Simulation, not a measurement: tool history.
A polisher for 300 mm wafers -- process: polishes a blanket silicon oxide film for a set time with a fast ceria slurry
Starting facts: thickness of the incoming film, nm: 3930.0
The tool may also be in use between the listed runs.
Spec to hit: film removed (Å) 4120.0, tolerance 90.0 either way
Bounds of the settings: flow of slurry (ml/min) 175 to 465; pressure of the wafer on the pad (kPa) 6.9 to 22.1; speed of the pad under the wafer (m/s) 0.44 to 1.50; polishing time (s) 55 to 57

| run | hour | flow of slurry (ml/min) | pressure of the wafer on the pad (kPa) | speed of the pad under the wafer (m/s) | polishing time (s) | film removed (Å) |
|---|---|---|---|---|---|---|
| 1 | 0.0 | 295 | 14.5 | 0.96 | 55 | 5195.4 |
| 2 | 6.2 | 290 | 13.8 | 0.96 | 55 | 5063.8 |
| 3 | 8.0 | 290 | 13.8 | 0.96 | 55 | 5107.2 |
| 4 | 11.5 | 290 | 13.8 | 0.96 | 55 | 5060.0 |
| 5 | 19.8 | 290 | 13.8 | 1.18 | 55 | 6193.8 |
| 6 | 26.6 | 265 | 13.8 | 1.18 | 55 | 6141.9 |
| 7 | 28.3 | 260 | 12.4 | 1.18 | 55 | 5639.4 |
| 8 | 32.5 | 260 | 11.0 | 1.18 | 55 | 5314.5 |
| 9 | 38.6 | 245 | 6.9 | 1.14 | 55 | 3787.2 |
| 10 | 42.1 | 285 | 8.3 | 1.14 | 55 | 4238.9 |
| 11 | 50.5 | 280 | 8.3 | 1.14 | 55 | 4265.2 |
| 12 | 57.4 | 270 | 8.3 | 1.14 | 55 | 4252.5 |
| 13 | 65.6 | 255 | 7.6 | 1.14 | 55 | 4005.2 |

Of the 4 settings listed for the next run, only one would bring every result within its allowed miss of target. Which one?
| A | 73.8 | 260 | 6.9 | 1.14 | 56 | ? |
| B | 73.8 | 260 | 6.9 | 1.24 | 55 | ? |
| C | 73.8 | 210 | 8.3 | 1.18 | 56 | ? |
| D | 73.8 | 275 | 7.6 | 1.18 | 57 | ? |

| move | film removed (Å) |
|---|---|
| A | 3856.8 |
| B | 4111.7 |
| C | 4345.2 |
| D | 4304.9 |
A: further off than the last run
B: in spec on every target
C: moves the result that the last run missed by most past its target, out the other side
D: moves the result that the last run missed by most past its target, out the other side
B meets every target.

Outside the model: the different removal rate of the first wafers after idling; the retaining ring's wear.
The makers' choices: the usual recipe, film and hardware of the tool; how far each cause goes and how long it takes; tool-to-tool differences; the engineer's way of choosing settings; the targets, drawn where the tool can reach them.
